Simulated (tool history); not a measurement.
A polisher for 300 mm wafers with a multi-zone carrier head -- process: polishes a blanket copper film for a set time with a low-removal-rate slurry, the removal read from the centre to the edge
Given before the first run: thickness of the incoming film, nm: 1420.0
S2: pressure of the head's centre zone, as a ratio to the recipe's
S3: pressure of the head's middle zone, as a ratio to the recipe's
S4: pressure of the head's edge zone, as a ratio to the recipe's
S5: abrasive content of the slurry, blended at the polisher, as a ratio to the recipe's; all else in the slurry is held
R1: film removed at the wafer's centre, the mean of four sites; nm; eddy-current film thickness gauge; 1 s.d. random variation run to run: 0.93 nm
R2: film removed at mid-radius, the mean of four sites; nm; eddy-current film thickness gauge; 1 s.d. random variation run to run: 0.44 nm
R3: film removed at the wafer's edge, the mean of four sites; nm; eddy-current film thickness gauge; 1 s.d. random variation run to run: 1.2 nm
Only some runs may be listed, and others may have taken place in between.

Run 1, day 0.000: flow of slurry (ml/min) 195, S2 1.00, S3 1.00, S4 1.00, S5 1.00, polishing time (s) 60. Result: R1 127.870 nm, R2 129.200 nm, R3 126.820 nm.
Run 2, day 0.083: flow of slurry (ml/min) 215, S2 1.00, S3 1.00, S4 1.00, S5 1.00, polishing time (s) 60. Result: R1 130.290 nm, R2 129.490 nm, R3 129.710 nm.
Run 3, day 0.321: flow of slurry (ml/min) 215, S2 1.00, S3 0.96, S4 0.99, S5 0.90, polishing time (s) 56. Result: R1 122.220 nm, R2 117.690 nm, R3 120.870 nm.
Run 4, day 0.458: flow of slurry (ml/min) 215, S2 1.00, S3 1.01, S4 0.99, S5 0.90, polishing time (s) 56. Result: R1 120.140 nm, R2 121.760 nm, R3 118.210 nm.
Run 5, day 0.538: flow of slurry (ml/min) 205, S2 1.00, S3 0.97, S4 0.99, S5 0.85, polishing time (s) 52. Result: R1 109.040 nm, R2 107.120 nm, R3 110.420 nm.
Run 6, day 0.600: flow of slurry (ml/min) 190, S2 1.01, S3 0.94, S4 0.97, S5 0.75, polishing time (s) 50. Result: R1 106.150 nm, R2 97.992 nm, R3 104.470 nm.
Run 7, day 0.971: flow of slurry (ml/min) 180, S2 1.00, S3 0.92, S4 0.95, S5 0.70, polishing time (s) 48. Result: R1 98.649 nm, R2 91.434 nm, R3 96.418 nm.
Run 8, day 1.062: flow of slurry (ml/min) 170, S2 0.99, S3 0.90, S4 0.94, S5 0.65, polishing time (s) 47. Result: R1 91.965 nm, R2 87.464 nm, R3 93.657 nm.
Run 9, day 1.158: flow of slurry (ml/min) 165, S2 0.99, S3 0.88, S4 0.93, S5 0.60, polishing time (s) 46. Result: R1 90.183 nm, R2 83.188 nm, R3 91.374 nm.
Run 10, day 1.317: flow of slurry (ml/min) 160, S2 0.99, S3 0.87, S4 0.92, S5 0.60, polishing time (s) 46. Result: R1 88.651 nm, R2 81.612 nm, R3 88.976 nm.
Run 11, day 1.358: flow of slurry (ml/min) 155, S2 0.99, S3 0.86, S4 0.92, S5 0.60, polishing time (s) 46. Result: R1 89.870 nm, R2 80.398 nm, R3 89.650 nm.
Run 12, day 1.512: flow of slurry (ml/min) 150, S2 0.99, S3 0.85, S4 0.91, S5 0.60, polishing time (s) 46. Result: R1 89.895 nm, R2 79.533 nm, R3 89.377 nm.

For run 13, what comes out?
Run 13, day 1.596: flow of slurry (ml/min) 145, S2 0.99, S3 0.84, S4 0.90, S5 0.60, polishing time (s) 46. Result: R1 ?, R2 ?, R3 ?.

Run 13 came out at R1 89.570 nm, R2 78.151 nm, R3 89.063 nm.
